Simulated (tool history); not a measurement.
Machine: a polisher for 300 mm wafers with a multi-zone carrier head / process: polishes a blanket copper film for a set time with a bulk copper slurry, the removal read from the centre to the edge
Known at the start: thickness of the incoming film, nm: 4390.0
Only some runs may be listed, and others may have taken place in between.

run,day,flow of slurry (ml/min),pressure of the head's centre zone,pressure of the head's middle zone,pressure of the head's edge zone,abrasive content of the slurry,polishing time (s),film removed at the wafer's centre (Å),film removed at mid-radius (Å),film removed at the wafer's edge (Å)
1,0.000,205,1.00,1.00,1.00,1.00,55,5421.5,5187.4,5040.4
2,0.062,205,1.06,1.00,1.00,1.00,55,5555.1,5263.8,5223.2
3,0.417,210,1.08,0.97,1.01,1.10,57,6152.0,5583.9,5583.0
4,0.754,210,1.14,0.97,1.01,1.10,57,6373.2,5546.0,5660.2
5,0.933,205,1.14,0.95,1.04,1.15,58,6712.6,5484.6,5776.7
6,1.167,210,1.09,0.93,1.07,1.20,60,6707.2,5707.0,6294.2

Run 7, settings as shown, results not yet in. Your forecast:
7,1.221,215,1.10,0.93,1.09,1.25,60,?,?,?

film removed at the wafer's centre (Å): 6830.4
film removed at mid-radius (Å): 5931.8
film removed at the wafer's edge (Å): 6348.0
